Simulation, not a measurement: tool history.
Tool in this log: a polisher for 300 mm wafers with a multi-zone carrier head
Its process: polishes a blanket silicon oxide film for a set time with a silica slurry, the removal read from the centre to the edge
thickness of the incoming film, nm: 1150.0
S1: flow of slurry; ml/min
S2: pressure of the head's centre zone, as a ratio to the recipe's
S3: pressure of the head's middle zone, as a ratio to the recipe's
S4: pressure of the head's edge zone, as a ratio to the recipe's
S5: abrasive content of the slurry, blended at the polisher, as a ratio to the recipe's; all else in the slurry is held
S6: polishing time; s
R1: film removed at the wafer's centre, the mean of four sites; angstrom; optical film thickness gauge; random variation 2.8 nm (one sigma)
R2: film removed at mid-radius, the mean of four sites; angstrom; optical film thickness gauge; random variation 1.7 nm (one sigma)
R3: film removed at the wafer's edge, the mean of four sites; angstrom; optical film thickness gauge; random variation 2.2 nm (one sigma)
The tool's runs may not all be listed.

| run | hour | S1 | S2 | S3 | S4 | S5 | S6 | R1 | R2 | R3 |
|---|---|---|---|---|---|---|---|---|---|---|
| 1 | 0 | 155 | 1 | 1 | 1 | 1 | 69 | 3550.6 | 3428.3 | 3440.3 |
| 2 | 7 | 155 | 1 | 1 | 1 | 1 | 62 | 3171.2 | 3118.4 | 3094.6 |
| 3 | 14.1 | 155 | 1 | 1 | 1 | 1 | 55 | 2820 | 2766.6 | 2740.9 |
| 4 | 18.3 | 155 | 1 | 0.92 | 1 | 1 | 55 | 2737.2 | 2581.3 | 2742.2 |
| 5 | 21.3 | 155 | 1.07 | 0.92 | 1 | 1 | 55 | 2974 | 2568.1 | 2766.4 |
| 6 | 28.8 | 140 | 1.01 | 0.93 | 0.94 | 0.95 | 55 | 2789 | 2514.1 | 2528.6 |
| 7 | 33.1 | 105 | 0.91 | 0.97 | 0.94 | 0.9 | 55 | 2153.6 | 2333.2 | 2337 |

Run 8, settings as shown, results not yet in. Your forecast:
| 8 | 38.3 | 130 | 0.92 | 1 | 0.89 | 0.9 | 55 | ? | ? | ? |

R1: 2344.2 angstrom
R2: 2562.4 angstrom
R3: 2405.4 angstrom

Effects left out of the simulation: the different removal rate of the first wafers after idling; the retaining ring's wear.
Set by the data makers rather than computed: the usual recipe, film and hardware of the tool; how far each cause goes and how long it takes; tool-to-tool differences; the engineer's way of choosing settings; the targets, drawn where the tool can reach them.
